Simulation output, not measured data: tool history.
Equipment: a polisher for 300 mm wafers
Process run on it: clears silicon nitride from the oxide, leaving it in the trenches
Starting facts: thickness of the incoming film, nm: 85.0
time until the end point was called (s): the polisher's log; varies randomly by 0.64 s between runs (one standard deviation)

run	hour	flow of slurry (ml/min)	pressure of the wafer on the pad (psi)	speed of the pad under the wafer (m/s)	overpolish time after the end point (s)	time until the end point was called (s)
1	0.0	210	2.1	1.02	39	112.730
2	3.5	215	2.3	1.02	39	100.720
3	10.1	220	2.5	1.02	39	94.975
4	14.0	220	2.6	1.04	39	89.395
5	19.4	220	2.6	1.04	39	90.047
6	24.4	220	2.7	1.06	39	83.144
7	31.1	220	2.8	1.06	39	79.886
8	37.7	220	2.9	1.06	39	79.329
9	41.4	225	3.0	1.08	39	75.793
10	46.6	225	3.0	1.10	39	73.689
11	50.3	225	3.0	1.12	39	71.046

Run 12 is up next; what results do you expect?
12	57.6	225	3.1	1.12	39	?

time until the end point was called (s): 69.774

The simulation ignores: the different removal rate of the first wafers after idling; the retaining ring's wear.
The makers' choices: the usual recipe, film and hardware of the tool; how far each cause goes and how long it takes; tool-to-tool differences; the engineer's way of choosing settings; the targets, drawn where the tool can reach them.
